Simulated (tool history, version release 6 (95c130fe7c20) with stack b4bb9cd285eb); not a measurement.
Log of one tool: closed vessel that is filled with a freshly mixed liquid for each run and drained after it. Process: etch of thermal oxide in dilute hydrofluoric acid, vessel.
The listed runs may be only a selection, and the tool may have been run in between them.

run	hour	temperature setpoint of the liquid (°C)	parts of water to one part of 49 % hydrofluoric acid (parts by volume)	time in the liquid (s)	thickness taken off the thermal oxide on a monitor wafer (nm)
1	0.0	23.0	280	1170	16.764
2	8.9	25.5	280	1170	18.232
3	15.0	25.5	220	1170	24.756
4	23.5	27.0	210	1170	27.524
5	26.8	27.0	295	1170	18.036
6	34.8	27.0	295	1170	18.132
7	44.0	27.0	295	1170	17.986
8	50.3	28.0	265	1170	21.344
9	54.5	28.5	240	1170	24.628

Run 10 is up next; what results do you expect?
10	60.3	29.0	225	1170	?

thickness taken off the thermal oxide on a monitor wafer (nm): 27.335
